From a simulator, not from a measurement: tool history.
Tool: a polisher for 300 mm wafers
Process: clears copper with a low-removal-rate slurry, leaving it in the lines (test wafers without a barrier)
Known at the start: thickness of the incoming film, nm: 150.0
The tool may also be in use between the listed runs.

run,hour,flow of slurry (ml/min),pressure of the wafer on the pad (kPa),speed of the pad under the wafer (cm/s),abrasive content of the slurry,overpolish time after the end point (s),time until the end point was called (s),dishing of a wide line in a test structure (Å)
1,0.0,275,13.8,94,1.0,12,82.605,160.49
2,1.5,275,13.8,102,1.0,12,76.465,166.89
3,3.8,215,13.8,102,1.0,12,78.086,167.31
4,4.7,215,13.8,102,1.0,15,76.495,202.90
5,12.5,255,13.8,102,1.0,15,76.035,209.21
6,21.3,255,15.2,102,1.0,15,68.220,229.03

Run 7 comes next. What will it give?
# hour 28.4: slurry blender recalibrated
7,28.4,255,15.9,102,1.0,15,?,?

{"run 7": {"time until the end point was called (s)": 64.572, "dishing of a wide line in a test structure (Å)": 246.86}}
